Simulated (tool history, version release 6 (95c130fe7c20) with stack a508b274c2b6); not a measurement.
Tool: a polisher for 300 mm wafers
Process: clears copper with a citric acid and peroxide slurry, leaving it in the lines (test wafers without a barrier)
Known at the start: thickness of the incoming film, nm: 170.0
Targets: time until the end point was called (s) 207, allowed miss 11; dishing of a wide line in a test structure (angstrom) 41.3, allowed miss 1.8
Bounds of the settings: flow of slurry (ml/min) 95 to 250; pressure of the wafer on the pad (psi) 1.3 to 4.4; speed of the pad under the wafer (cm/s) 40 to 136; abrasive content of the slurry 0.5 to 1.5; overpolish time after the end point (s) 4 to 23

| run | hour | flow of slurry (ml/min) | pressure of the wafer on the pad (psi) | speed of the pad under the wafer (cm/s) | abrasive content of the slurry | overpolish time after the end point (s) | time until the end point was called (s) | dishing of a wide line in a test structure (angstrom) |
|---|---|---|---|---|---|---|---|---|
| 1 | 0 | 160 | 2.8 | 88 | 1 | 12 | 78.304 | 173.79 |
| 2 | 8.3 | 160 | 3.3 | 88 | 1 | 12 | 66.098 | 194.54 |
| 3 | 12.8 | 160 | 3.3 | 88 | 1 | 9 | 67.11 | 154.44 |
| 4 | 20 | 160 | 3.3 | 88 | 0.85 | 9 | 68.416 | 147.72 |
| 5 | 23.8 | 160 | 2.9 | 74 | 0.8 | 8 | 92.395 | 99.489 |
| 6 | 27.6 | 160 | 2.9 | 74 | 1 | 8 | 88.46 | 106.43 |
| 7 | 34 | 160 | 2.9 | 74 | 1 | 8 | 90.984 | 108.73 |
| 8 | 38.7 | 160 | 2.6 | 64 | 0.9 | 7 | 108.97 | 73.642 |
| 9 | 44.8 | 150 | 2.2 | 58 | 0.95 | 8 | 141.71 | 66.709 |
| 10 | 48.6 | 150 | 2 | 56 | 0.9 | 8 | 163.8 | 59.037 |
| 11 | 55.3 | 155 | 1.9 | 56 | 0.9 | 8 | 172.05 | 56.698 |
| 12 | 57.7 | 155 | 1.4 | 54 | 0.9 | 6 | 237.39 | 31.814 |
| 13 | 61.6 | 155 | 1.5 | 52 | 0.9 | 6 | 221.99 | 33.183 |
| 14 | 68.1 | 150 | 1.5 | 52 | 0.9 | 6 | 220.96 | 32.812 |
| 15 | 70.5 | 155 | 1.7 | 52 | 0.9 | 9 | 206 | 54.309 |
| 16 | 76.3 | 155 | 1.7 | 54 | 0.85 | 9 | 199.94 | 54.834 |
| 17 | 82.1 | 155 | 1.6 | 56 | 0.85 | 8 | 205.49 | 47.887 |
| 18 | 88.2 | 155 | 1.6 | 56 | 0.9 | 8 | 203.7 | 49.368 |
| 19 | 92.2 | 150 | 1.6 | 56 | 0.9 | 8 | 197.95 | 48.226 |

5 next moves are on the table. One of them brings every result within its allowed miss. Which?
| A | 96.2 | 130 | 1.9 | 58 | 0.7 | 7 | ? | ? |
| B | 96.2 | 155 | 1.9 | 54 | 1 | 7 | ? | ? |
| C | 96.2 | 155 | 1.8 | 50 | 0.9 | 8 | ? | ? |
| D | 96.2 | 170 | 2.3 | 44 | 0.7 | 6 | ? | ? |
| E | 96.2 | 215 | 1.3 | 62 | 1.05 | 7 | ? | ? |

| move | time until the end point was called (s) | dishing of a wide line in a test structure (angstrom) |
|---|---|---|
| A | 182.75 | 46.398 |
| B | 166.87 | 50.636 |
| C | 192 | 50.284 |
| D | 179.11 | 40.847 |
| E | 200.39 | 42.272 |
A: nearer than the last run, and not there yet
B: further off than the last run
C: further off than the last run
D: brings the result that was furthest off to its target, and leaves another outside
E: meets every target
Answer: E
